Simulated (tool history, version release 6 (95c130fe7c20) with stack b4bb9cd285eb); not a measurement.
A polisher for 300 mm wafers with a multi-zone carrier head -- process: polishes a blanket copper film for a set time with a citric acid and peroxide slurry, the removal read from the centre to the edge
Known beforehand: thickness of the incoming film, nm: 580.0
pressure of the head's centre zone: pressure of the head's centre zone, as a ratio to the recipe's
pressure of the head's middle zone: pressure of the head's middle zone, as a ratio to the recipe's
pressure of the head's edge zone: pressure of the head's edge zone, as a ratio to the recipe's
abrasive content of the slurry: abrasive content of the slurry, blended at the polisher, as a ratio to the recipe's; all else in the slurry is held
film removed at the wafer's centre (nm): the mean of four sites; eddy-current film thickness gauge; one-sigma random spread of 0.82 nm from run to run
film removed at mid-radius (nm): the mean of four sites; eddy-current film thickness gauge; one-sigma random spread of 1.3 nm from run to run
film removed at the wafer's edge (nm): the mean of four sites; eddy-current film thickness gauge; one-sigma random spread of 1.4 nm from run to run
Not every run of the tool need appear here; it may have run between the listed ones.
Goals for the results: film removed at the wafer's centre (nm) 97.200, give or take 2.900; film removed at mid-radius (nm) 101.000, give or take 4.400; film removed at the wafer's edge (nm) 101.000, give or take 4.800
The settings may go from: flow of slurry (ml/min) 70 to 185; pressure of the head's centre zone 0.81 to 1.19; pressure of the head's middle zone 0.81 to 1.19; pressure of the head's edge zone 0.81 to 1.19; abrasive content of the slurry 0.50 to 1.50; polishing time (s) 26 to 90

run  hour  flow of slurry (ml/min)  pressure of the head's centre zone  pressure of the head's middle zone  pressure of the head's edge zone  abrasive content of the slurry  polishing time (s)  film removed at the wafer's centre (nm)  film removed at mid-radius (nm)  film removed at the wafer's edge (nm)
  1   0.0                      120                                1.00                                1.00                              1.00                            1.00                  58                                  124.460                          135.420                                131.910
  2   3.0                      115                                0.99                                0.98                              0.97                            0.90                  57                                  117.430                          125.640                                125.210
  3   5.7                      110                                0.99                                0.98                              0.95                            0.80                  56                                  109.690                          119.240                                118.090
  4  13.6                      105                                0.99                                0.97                              0.93                            0.75                  56                                  108.940                          115.970                                113.670
  5  15.2                      100                                0.98                                0.96                              0.92                            0.70                  56                                  104.570                          111.020                                110.800
  6  23.5                      100                                0.98                                0.96                              0.97                            0.70                  56                                  104.200                          111.590                                110.890
  7  30.3                       95                                0.98                                0.96                              0.97                            0.65                  56                                  100.660                          109.980                                111.290
  8  32.1                       90                                0.98                                0.96                              0.95                            0.65                  56                                   99.257                          106.870                                105.960
  9  37.3                       85                                0.99                                0.95                              0.94                            0.65                  56                                   97.135                          103.370                                107.350
 10  43.8                       85                                0.99                                0.95                              0.94                            0.65                  56                                   97.995                          103.380                                106.920

Of the 4 settings listed for the next run, only one would bring every result within its allowed miss of target. Which one?
  A  50.3                      110                                1.09                                0.96                              0.89                            0.50                  46                                        ?                                ?                                      ?
  B  50.3                      130                                1.01                                0.97                              1.01                            0.60                  48                                        ?                                ?                                      ?
  C  50.3                      150                                1.07                                1.04                              0.83                            0.50                  45                                        ?                                ?                                      ?
  D  50.3                      110                                1.09                                0.93                              0.84                            0.65                  46                                        ?                                ?                                      ?

move  film removed at the wafer's centre (nm)  film removed at mid-radius (nm)  film removed at the wafer's edge (nm)
   A                                   92.187                           89.518                                 89.013
   B                                   96.634                          101.280                                104.140
   C                                   96.466                          100.970                                 89.017
   D                                   96.091                           90.889                                 90.608
A: carries the result that was furthest off beyond its target, to the other side
B: all results land within tolerance of their targets
C: carries the result that was furthest off beyond its target, to the other side
D: carries the result that was furthest off beyond its target, to the other side
Move B is the one to make.

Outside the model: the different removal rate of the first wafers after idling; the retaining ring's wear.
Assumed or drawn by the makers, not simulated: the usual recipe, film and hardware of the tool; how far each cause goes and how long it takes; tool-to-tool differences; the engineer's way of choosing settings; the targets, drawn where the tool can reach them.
